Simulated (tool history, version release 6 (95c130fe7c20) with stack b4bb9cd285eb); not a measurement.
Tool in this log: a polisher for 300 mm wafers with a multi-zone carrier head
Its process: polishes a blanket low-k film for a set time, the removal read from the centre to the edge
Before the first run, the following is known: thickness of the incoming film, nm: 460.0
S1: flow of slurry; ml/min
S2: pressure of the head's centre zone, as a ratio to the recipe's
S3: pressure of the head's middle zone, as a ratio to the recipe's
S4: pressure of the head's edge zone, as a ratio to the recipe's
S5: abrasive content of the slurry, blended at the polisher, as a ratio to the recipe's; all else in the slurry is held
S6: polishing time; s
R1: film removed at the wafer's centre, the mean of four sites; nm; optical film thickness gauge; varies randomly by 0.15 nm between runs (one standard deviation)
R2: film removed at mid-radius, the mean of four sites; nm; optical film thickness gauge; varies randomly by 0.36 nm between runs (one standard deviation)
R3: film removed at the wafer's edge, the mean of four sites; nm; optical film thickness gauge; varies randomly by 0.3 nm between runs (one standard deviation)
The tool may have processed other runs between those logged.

run,hour,S1,S2,S3,S4,S5,S6,R1,R2,R3
1,0.0,320,1.00,1.00,1.00,1.0,88,24.266,24.628,24.522
2,2.3,320,1.00,1.00,1.00,1.2,88,25.448,25.799,25.970
3,4.3,320,1.00,1.00,1.04,1.2,88,25.296,25.963,26.561
4,8.3,320,0.94,1.00,1.04,1.2,88,24.156,26.081,26.158
5,10.7,320,0.94,1.00,1.07,1.2,88,23.912,26.231,26.135
6,12.2,320,1.01,1.00,1.07,1.2,88,25.623,25.797,26.452
7,17.5,320,0.99,1.02,1.06,1.2,88,25.795,26.602,26.916
8,18.2,320,0.97,1.03,1.04,1.2,88,25.125,26.646,26.286
9,27.3,315,0.95,1.04,1.04,1.2,88,24.222,26.472,26.037

Run 10, settings as shown, results not yet in. Your forecast:
10,35.0,315,0.94,1.06,1.03,1.2,88,?,?,?

R1: 24.234 nm
R2: 27.340 nm
R3: 26.119 nm
